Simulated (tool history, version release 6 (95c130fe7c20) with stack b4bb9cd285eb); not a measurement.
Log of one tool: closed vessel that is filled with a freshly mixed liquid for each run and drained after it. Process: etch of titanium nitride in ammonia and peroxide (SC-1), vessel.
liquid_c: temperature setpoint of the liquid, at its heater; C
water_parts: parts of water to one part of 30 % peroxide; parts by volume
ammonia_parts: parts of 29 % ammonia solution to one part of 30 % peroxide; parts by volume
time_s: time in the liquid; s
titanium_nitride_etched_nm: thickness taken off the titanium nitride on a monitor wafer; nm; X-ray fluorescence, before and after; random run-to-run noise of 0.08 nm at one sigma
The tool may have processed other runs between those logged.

run 1 hour=0.0 | liquid_c=50.0 water_parts=6.5 ammonia_parts=0.7 time_s=525 | titanium_nitride_etched_nm=26.801
run 2 hour=7.0 | liquid_c=50.0 water_parts=6.5 ammonia_parts=0.7 time_s=560 | titanium_nitride_etched_nm=29.196
run 3 hour=10.4 | liquid_c=50.0 water_parts=6.5 ammonia_parts=0.5 time_s=560 | titanium_nitride_etched_nm=27.310
run 4 hour=13.4 | liquid_c=50.0 water_parts=5.5 ammonia_parts=0.5 time_s=560 | titanium_nitride_etched_nm=29.826
run 5 hour=20.3 | liquid_c=47.5 water_parts=6.0 ammonia_parts=0.5 time_s=560 | titanium_nitride_etched_nm=24.068
run 6 hour=26.1 | liquid_c=42.0 water_parts=6.0 ammonia_parts=0.5 time_s=560 | titanium_nitride_etched_nm=15.863
run 7 hour=34.2 | liquid_c=41.0 water_parts=6.5 ammonia_parts=0.5 time_s=560 | titanium_nitride_etched_nm=14.426
run 8 hour=34.7 | liquid_c=41.0 water_parts=6.5 ammonia_parts=0.5 time_s=560 | titanium_nitride_etched_nm=14.444

Run 9 is up next; what results do you expect?
run 9 hour=41.5 | liquid_c=40.5 water_parts=7.0 ammonia_parts=0.5 time_s=560 | titanium_nitride_etched_nm=?

titanium_nitride_etched_nm: 13.385 nm

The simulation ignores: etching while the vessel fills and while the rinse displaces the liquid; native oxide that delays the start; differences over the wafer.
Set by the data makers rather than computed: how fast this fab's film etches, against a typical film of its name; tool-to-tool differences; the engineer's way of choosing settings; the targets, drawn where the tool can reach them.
